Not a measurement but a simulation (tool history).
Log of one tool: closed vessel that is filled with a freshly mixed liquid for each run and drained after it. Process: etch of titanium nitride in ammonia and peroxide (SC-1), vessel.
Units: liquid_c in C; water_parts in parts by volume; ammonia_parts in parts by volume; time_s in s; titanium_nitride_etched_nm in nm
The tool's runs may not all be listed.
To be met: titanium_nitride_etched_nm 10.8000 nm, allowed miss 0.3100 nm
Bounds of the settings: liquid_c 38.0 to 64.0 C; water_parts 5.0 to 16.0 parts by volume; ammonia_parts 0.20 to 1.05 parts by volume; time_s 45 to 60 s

Run 1, hour 0.0: liquid_c 48.0 C, water_parts 9.0 parts by volume, ammonia_parts 0.55 parts by volume, time_s 60 s. Result: titanium_nitride_etched_nm 5.2169 nm.
Run 2, hour 0.6: liquid_c 51.5 C, water_parts 9.0 parts by volume, ammonia_parts 0.55 parts by volume, time_s 60 s. Result: titanium_nitride_etched_nm 6.6583 nm.
Run 3, hour 8.6: liquid_c 51.5 C, water_parts 11.5 parts by volume, ammonia_parts 0.55 parts by volume, time_s 60 s. Result: titanium_nitride_etched_nm 5.9422 nm.
Run 4, hour 9.9: liquid_c 54.5 C, water_parts 11.5 parts by volume, ammonia_parts 0.55 parts by volume, time_s 60 s. Result: titanium_nitride_etched_nm 7.1496 nm.
Run 5, hour 11.6: liquid_c 47.5 C, water_parts 11.5 parts by volume, ammonia_parts 0.55 parts by volume, time_s 60 s. Result: titanium_nitride_etched_nm 4.3519 nm.
Run 6, hour 14.8: liquid_c 51.5 C, water_parts 11.5 parts by volume, ammonia_parts 0.55 parts by volume, time_s 60 s. Result: titanium_nitride_etched_nm 5.8631 nm.
Run 7, hour 18.2: liquid_c 54.5 C, water_parts 11.5 parts by volume, ammonia_parts 0.55 parts by volume, time_s 60 s. Result: titanium_nitride_etched_nm 7.1761 nm.
Run 8, hour 20.7: liquid_c 61.5 C, water_parts 11.5 parts by volume, ammonia_parts 0.55 parts by volume, time_s 60 s. Result: titanium_nitride_etched_nm 11.5080 nm.

Which of these 5 next moves meets every target?
Run A, hour 23.2: liquid_c 63.5 C, water_parts 11.5 parts by volume, ammonia_parts 0.45 parts by volume, time_s 60 s. Result: titanium_nitride_etched_nm ?.
Run B, hour 23.2: liquid_c 63.0 C, water_parts 12.0 parts by volume, ammonia_parts 0.55 parts by volume, time_s 60 s. Result: titanium_nitride_etched_nm ?.
Run C, hour 23.2: liquid_c 63.5 C, water_parts 13.0 parts by volume, ammonia_parts 0.45 parts by volume, time_s 55 s. Result: titanium_nitride_etched_nm ?.
Run D, hour 23.2: liquid_c 64.0 C, water_parts 14.5 parts by volume, ammonia_parts 0.70 parts by volume, time_s 60 s. Result: titanium_nitride_etched_nm ?.
Run E, hour 23.2: liquid_c 63.0 C, water_parts 11.5 parts by volume, ammonia_parts 0.55 parts by volume, time_s 60 s. Result: titanium_nitride_etched_nm ?.

move  titanium_nitride_etched_nm
   A                     12.4240
   B                     12.1880
   C                     10.6640
   D                     12.2520
   E                     12.4660
A: further off than the last run
B: further off than the last run
C: meets every target
D: further off than the last run
E: further off than the last run
The right move is C.
